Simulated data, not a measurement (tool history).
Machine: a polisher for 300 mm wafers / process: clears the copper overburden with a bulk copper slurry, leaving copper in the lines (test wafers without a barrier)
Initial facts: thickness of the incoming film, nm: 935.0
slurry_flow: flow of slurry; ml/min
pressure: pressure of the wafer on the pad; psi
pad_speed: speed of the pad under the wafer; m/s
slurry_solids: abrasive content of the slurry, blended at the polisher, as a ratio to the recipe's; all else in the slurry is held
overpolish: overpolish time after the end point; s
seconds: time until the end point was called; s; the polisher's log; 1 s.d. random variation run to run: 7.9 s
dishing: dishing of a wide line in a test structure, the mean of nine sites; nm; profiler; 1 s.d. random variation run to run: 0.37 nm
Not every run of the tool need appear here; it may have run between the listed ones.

run  hour  slurry_flow  pressure  pad_speed  slurry_solids  overpolish  seconds  dishing
  1   0.0          280       2.0       1.02           1.00          13   158.90   46.366
  2   6.6          275       1.7       0.88           0.95          14   220.96   39.029
  3  13.9          275       1.5       0.80           0.95          14   276.08   32.059
  4  16.0          275       1.4       0.74           0.95          14   318.55   27.518
  5  22.8          275       1.3       0.70           0.95          15   366.28   26.348
  6  29.5          275       1.3       0.88           0.95          15   297.31   31.474
  7  32.9          275       1.2       0.82           0.95          15   336.22   27.573

What does the tool deliver on the next run?
  8  37.3          275       1.1       0.78           0.95          15        ?        ?

Run 8 gave seconds 383.50 s, dishing 24.910 nm.

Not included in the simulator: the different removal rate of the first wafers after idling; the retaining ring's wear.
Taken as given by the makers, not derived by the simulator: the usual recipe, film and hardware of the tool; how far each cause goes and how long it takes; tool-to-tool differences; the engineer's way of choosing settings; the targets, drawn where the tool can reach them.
